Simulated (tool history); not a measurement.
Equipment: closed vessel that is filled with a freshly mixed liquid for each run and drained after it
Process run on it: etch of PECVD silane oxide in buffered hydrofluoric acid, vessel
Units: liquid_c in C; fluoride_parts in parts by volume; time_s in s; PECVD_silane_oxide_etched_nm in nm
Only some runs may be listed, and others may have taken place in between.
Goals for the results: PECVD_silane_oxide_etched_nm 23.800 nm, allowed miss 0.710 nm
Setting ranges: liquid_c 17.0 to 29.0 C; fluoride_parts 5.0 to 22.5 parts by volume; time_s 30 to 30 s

run  hour  liquid_c  fluoride_parts  time_s  PECVD_silane_oxide_etched_nm
  1   0.0      21.0            13.5      30                        40.533
  2   5.5      23.0            13.5      30                        45.508
  3   8.9      21.0            15.0      30                        36.869
  4  13.2      21.0            13.5      30                        41.212
  5  16.7      19.5            15.0      30                        34.040
  6  21.2      18.5            16.0      30                        29.838
  7  28.9      18.0            16.5      30                        27.954
  8  34.1      17.5            17.0      30                        26.771
  9  36.1      17.5            17.5      30                        26.098
 10  41.2      17.5            18.0      30                        25.458

Next run, 4 choices. One meets every target within its allowed miss, the rest don't. Which?
  A  46.3      17.0            17.0      30                             ?
  B  46.3      17.0            18.5      30                             ?
  C  46.3      18.5            19.0      30                             ?
  D  46.3      18.0            18.5      30                             ?

move  PECVD_silane_oxide_etched_nm
   A                        25.809
   B                        23.741
   C                        25.186
   D                        25.135
A: further off than the last run
B: each result inside its tolerance
C: better than the last run, though not everything is in spec
D: better than the last run, though not everything is in spec
The move that meets every target is B.

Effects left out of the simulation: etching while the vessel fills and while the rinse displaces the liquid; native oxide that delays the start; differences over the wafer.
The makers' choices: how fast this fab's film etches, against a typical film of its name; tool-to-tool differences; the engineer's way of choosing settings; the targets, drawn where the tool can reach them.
